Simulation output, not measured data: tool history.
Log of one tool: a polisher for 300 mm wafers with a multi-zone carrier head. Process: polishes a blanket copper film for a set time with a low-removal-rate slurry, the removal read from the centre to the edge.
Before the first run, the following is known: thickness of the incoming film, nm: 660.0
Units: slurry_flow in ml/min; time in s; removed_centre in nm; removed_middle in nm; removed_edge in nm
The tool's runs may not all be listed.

Run 1, hour 0.0: slurry_flow 215 ml/min, centre_zone 1.00, middle_zone 1.00, edge_zone 1.00, slurry_solids 1.00, time 53 s. Result: removed_centre 176.68 nm, removed_middle 180.19 nm, removed_edge 175.18 nm.
Run 2, hour 6.0: slurry_flow 210 ml/min, centre_zone 0.97, middle_zone 1.01, edge_zone 0.96, slurry_solids 0.95, time 53 s. Result: removed_centre 169.55 nm, removed_middle 179.04 nm, removed_edge 171.01 nm.
Run 3, hour 6.8: slurry_flow 190 ml/min, centre_zone 0.97, middle_zone 1.01, edge_zone 0.96, slurry_solids 0.95, time 53 s. Result: removed_centre 165.98 nm, removed_middle 173.45 nm, removed_edge 168.39 nm.
Run 4, hour 10.7: slurry_flow 185 ml/min, centre_zone 0.95, middle_zone 1.04, edge_zone 0.93, slurry_solids 0.90, time 53 s. Result: removed_centre 161.72 nm, removed_middle 177.44 nm, removed_edge 166.39 nm.
Run 5, hour 11.6: slurry_flow 185 ml/min, centre_zone 0.95, middle_zone 1.04, edge_zone 0.93, slurry_solids 1.00, time 53 s. Result: removed_centre 160.21 nm, removed_middle 181.04 nm, removed_edge 169.86 nm.
Run 6, hour 15.0: slurry_flow 185 ml/min, centre_zone 0.94, middle_zone 1.06, edge_zone 0.91, slurry_solids 0.90, time 52 s. Result: removed_centre 155.26 nm, removed_middle 174.86 nm, removed_edge 157.93 nm.
Run 7, hour 20.3: slurry_flow 180 ml/min, centre_zone 0.93, middle_zone 1.07, edge_zone 0.90, slurry_solids 0.90, time 52 s. Result: removed_centre 158.70 nm, removed_middle 175.78 nm, removed_edge 158.75 nm.
Run 8, hour 24.7: slurry_flow 175 ml/min, centre_zone 0.91, middle_zone 1.08, edge_zone 0.88, slurry_solids 0.90, time 52 s. Result: removed_centre 151.69 nm, removed_middle 174.75 nm, removed_edge 155.45 nm.
Run 9, hour 28.0: slurry_flow 170 ml/min, centre_zone 0.90, middle_zone 1.09, edge_zone 0.87, slurry_solids 0.90, time 52 s. Result: removed_centre 146.42 nm, removed_middle 179.36 nm, removed_edge 155.87 nm.
Run 10, hour 33.6: slurry_flow 165 ml/min, centre_zone 0.90, middle_zone 1.09, edge_zone 0.86, slurry_solids 0.90, time 52 s. Result: removed_centre 146.93 nm, removed_middle 172.96 nm, removed_edge 154.75 nm.

Run 11 has not been measured yet. What should we expect?
Run 11, hour 37.2: slurry_flow 165 ml/min, centre_zone 0.90, middle_zone 1.10, edge_zone 0.85, slurry_solids 0.90, time 52 s. Result: removed_centre ?, removed_middle ?, removed_edge ?.

Run 11 measured removed_centre 145.88 nm, removed_middle 178.97 nm, removed_edge 151.08 nm.
